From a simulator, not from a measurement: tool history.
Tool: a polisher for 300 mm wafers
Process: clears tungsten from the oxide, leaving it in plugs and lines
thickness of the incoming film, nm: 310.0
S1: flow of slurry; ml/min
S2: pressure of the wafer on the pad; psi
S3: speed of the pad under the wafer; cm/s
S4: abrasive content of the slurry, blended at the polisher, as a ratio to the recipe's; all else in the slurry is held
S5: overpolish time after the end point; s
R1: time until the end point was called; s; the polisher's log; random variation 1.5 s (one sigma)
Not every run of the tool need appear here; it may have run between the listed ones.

run  hour   S1   S2   S3   S4  S5       R1
  1   0.0  135  3.1  118  1.0  11   70.627
  2   3.0  135  3.1  118  1.0  11   71.868
  3   3.7  135  2.8  118  1.0  11   80.545
  4   6.8  135  2.6  118  1.0  11   85.486
  5  12.4  155  2.6  118  1.0  11   83.344
     19.6  -- slurry tank refilled with fresh slurry and peroxide
  6  19.6  155  2.4  118  1.0  11   77.477
  7  22.7  155  2.4  118  1.0  11   75.763
  8  27.7  140  2.3  118  1.0  11   83.028
  9  31.8  135  2.1  114  1.0  11   94.835
 10  38.1  125  2.0  114  1.0  11   97.152
 11  39.4  120  1.9  114  1.0  11  105.220
 12  46.5  115  1.9  114  1.0  11  104.530
 13  50.9  115  1.9  114  1.0  11  106.430
 14  55.9  110  1.9  114  1.0  11  105.910

Run 15 has not been measured yet. What should we expect?
 15  64.1  105  1.9  114  1.0  11   ?

{"run 15": {"R1": 107.03}}
